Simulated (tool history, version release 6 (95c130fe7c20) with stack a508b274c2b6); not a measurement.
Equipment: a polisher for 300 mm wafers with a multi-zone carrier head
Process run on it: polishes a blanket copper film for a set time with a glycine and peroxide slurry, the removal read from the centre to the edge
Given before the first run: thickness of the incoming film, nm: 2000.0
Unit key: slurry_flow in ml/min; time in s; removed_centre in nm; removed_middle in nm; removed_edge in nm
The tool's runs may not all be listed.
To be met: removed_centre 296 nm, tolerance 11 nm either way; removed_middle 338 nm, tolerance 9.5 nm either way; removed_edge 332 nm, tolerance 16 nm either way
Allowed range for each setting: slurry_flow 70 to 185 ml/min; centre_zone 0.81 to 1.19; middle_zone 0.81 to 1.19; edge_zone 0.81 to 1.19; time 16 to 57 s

Run 1, day 0: slurry_flow 120 ml/min, centre_zone 1, middle_zone 1, edge_zone 1, time 36 s. Result: removed_centre 215.22 nm, removed_middle 223 nm, removed_edge 213.87 nm.
Run 2, day 0.058: slurry_flow 120 ml/min, centre_zone 1, middle_zone 1.08, edge_zone 1, time 36 s. Result: removed_centre 220.05 nm, removed_middle 240.51 nm, removed_edge 212.67 nm.
Run 3, day 0.296: slurry_flow 125 ml/min, centre_zone 0.99, middle_zone 1.08, edge_zone 1.03, time 38 s. Result: removed_centre 231.08 nm, removed_middle 252.36 nm, removed_edge 231.97 nm.
Run 4, day 0.325: slurry_flow 140 ml/min, centre_zone 0.99, middle_zone 1.08, edge_zone 1.03, time 38 s. Result: removed_centre 239.96 nm, removed_middle 257.05 nm, removed_edge 239.85 nm.
Run 5, day 0.583: slurry_flow 140 ml/min, centre_zone 1.05, middle_zone 1.08, edge_zone 1.03, time 38 s. Result: removed_centre 251.1 nm, removed_middle 257.82 nm, removed_edge 232.99 nm.
Run 6, day 0.946: slurry_flow 140 ml/min, centre_zone 1.05, middle_zone 1.08, edge_zone 0.95, time 38 s. Result: removed_centre 250.07 nm, removed_middle 256.04 nm, removed_edge 224.71 nm.
Run 7, day 0.996: slurry_flow 145 ml/min, centre_zone 1.02, middle_zone 1.09, edge_zone 0.98, time 40 s. Result: removed_centre 261.65 nm, removed_middle 273.9 nm, removed_edge 243.23 nm.
Run 8, day 1.367: slurry_flow 150 ml/min, centre_zone 1, middle_zone 1.1, edge_zone 1.01, time 41 s. Result: removed_centre 263.08 nm, removed_middle 285.75 nm, removed_edge 251.57 nm.
Run 9, day 1.658: slurry_flow 150 ml/min, centre_zone 0.99, middle_zone 1.09, edge_zone 1.04, time 42 s. Result: removed_centre 262.84 nm, removed_middle 294.04 nm, removed_edge 261.31 nm.
Run 10, day 1.967: slurry_flow 155 ml/min, centre_zone 0.99, middle_zone 1.07, edge_zone 1.07, time 43 s. Result: removed_centre 278.22 nm, removed_middle 294.87 nm, removed_edge 273.96 nm.
Run 11, day 2.104: slurry_flow 155 ml/min, centre_zone 0.97, middle_zone 1.07, edge_zone 1.09, time 44 s. Result: removed_centre 277.05 nm, removed_middle 302.74 nm, removed_edge 284.1 nm.
Run 12, day 2.371: slurry_flow 155 ml/min, centre_zone 0.96, middle_zone 1.07, edge_zone 1.11, time 45 s. Result: removed_centre 277.8 nm, removed_middle 313.59 nm, removed_edge 295.22 nm.
Run 13, day 2.596: slurry_flow 155 ml/min, centre_zone 0.96, middle_zone 1.07, edge_zone 1.13, time 46 s. Result: removed_centre 291.58 nm, removed_middle 316.54 nm, removed_edge 304.7 nm.
Run 14, day 2.95: slurry_flow 155 ml/min, centre_zone 0.95, middle_zone 1.07, edge_zone 1.14, time 46 s. Result: removed_centre 281.56 nm, removed_middle 321.63 nm, removed_edge 305.93 nm.
Run 15, day 3.117: slurry_flow 155 ml/min, centre_zone 0.95, middle_zone 1.07, edge_zone 1.15, time 46 s. Result: removed_centre 280.7 nm, removed_middle 313.3 nm, removed_edge 300.91 nm.
Run 16, day 3.275: slurry_flow 160 ml/min, centre_zone 0.94, middle_zone 1.07, edge_zone 1.15, time 47 s. Result: removed_centre 290.27 nm, removed_middle 323.95 nm, removed_edge 308.05 nm.

Next run, 4 choices. One meets every target within its allowed miss, the rest don't. Which?
Run A, day 3.433: slurry_flow 155 ml/min, centre_zone 0.94, middle_zone 1.07, edge_zone 1.19, time 49 s. Result: removed_centre ?, removed_middle ?, removed_edge ?.
Run B, day 3.433: slurry_flow 185 ml/min, centre_zone 1.07, middle_zone 1.12, edge_zone 0.97, time 42 s. Result: removed_centre ?, removed_middle ?, removed_edge ?.
Run C, day 3.433: slurry_flow 185 ml/min, centre_zone 0.97, middle_zone 1.19, edge_zone 1.07, time 44 s. Result: removed_centre ?, removed_middle ?, removed_edge ?.
Run D, day 3.433: slurry_flow 135 ml/min, centre_zone 0.84, middle_zone 0.9, edge_zone 1.19, time 55 s. Result: removed_centre ?, removed_middle ?, removed_edge ?.

move  removed_centre  removed_middle  removed_edge
   A          300.06          343.66        326.96
   B          302.35          313.74        259.26
   C          287.07          345.12        283.96
   D          292.33          329.79        361.57
A: all results land within tolerance of their targets
B: lands further from the targets than the last run did
C: lands further from the targets than the last run did
D: carries the result that was furthest off beyond its target, to the other side
The move that meets every target is A.

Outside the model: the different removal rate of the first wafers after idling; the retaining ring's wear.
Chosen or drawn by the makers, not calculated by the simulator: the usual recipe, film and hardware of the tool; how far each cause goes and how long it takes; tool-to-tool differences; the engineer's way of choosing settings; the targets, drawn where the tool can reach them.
